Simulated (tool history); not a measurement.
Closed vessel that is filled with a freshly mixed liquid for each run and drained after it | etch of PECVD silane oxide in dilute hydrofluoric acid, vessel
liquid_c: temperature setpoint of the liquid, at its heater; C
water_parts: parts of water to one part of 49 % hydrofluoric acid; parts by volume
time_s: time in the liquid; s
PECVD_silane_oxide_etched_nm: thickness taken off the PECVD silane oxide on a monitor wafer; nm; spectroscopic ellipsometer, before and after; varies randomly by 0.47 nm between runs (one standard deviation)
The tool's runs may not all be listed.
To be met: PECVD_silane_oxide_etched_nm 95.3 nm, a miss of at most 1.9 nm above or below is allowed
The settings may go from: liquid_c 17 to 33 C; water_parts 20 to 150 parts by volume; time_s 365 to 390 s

run    day  liquid_c  water_parts  time_s  PECVD_silane_oxide_etched_nm
  1      0        25           85     365                        82.723
  2  0.221        25           85     390                        88.497
  3  0.442        25          105     390                        69.366
  4  0.575        25           90     390                        82.707
  5  0.704        25          120     390                        60.293
  6  0.929      27.5          115     390                        68.828
  7  1.167        29          110     390                        76.791
  8  1.508        30          110     390                        80.535
  9  1.812        31          110     390                        82.659
 10  2.062      31.5          110     390                         84.65
 11  2.354        32          110     390                        86.666
 12  2.662      32.5          110     390                        87.702

Of the 4 settings listed for the next run, only one would bring every result within its allowed miss of target. Which one?
  A  2.971        33           95     375                             ?
  B  2.971        33          100     390                             ?
  C  2.971        33          100     375                             ?
  D  2.971        32           95     380                             ?

move  PECVD_silane_oxide_etched_nm
   A                        101.76
   B                        99.775
   C                        95.938
   D                        99.389
A: pushes the last run's worst result past its target
B: pushes the last run's worst result past its target
C: each result inside its tolerance
D: pushes the last run's worst result past its target
C is the move that brings every result within its allowed miss.
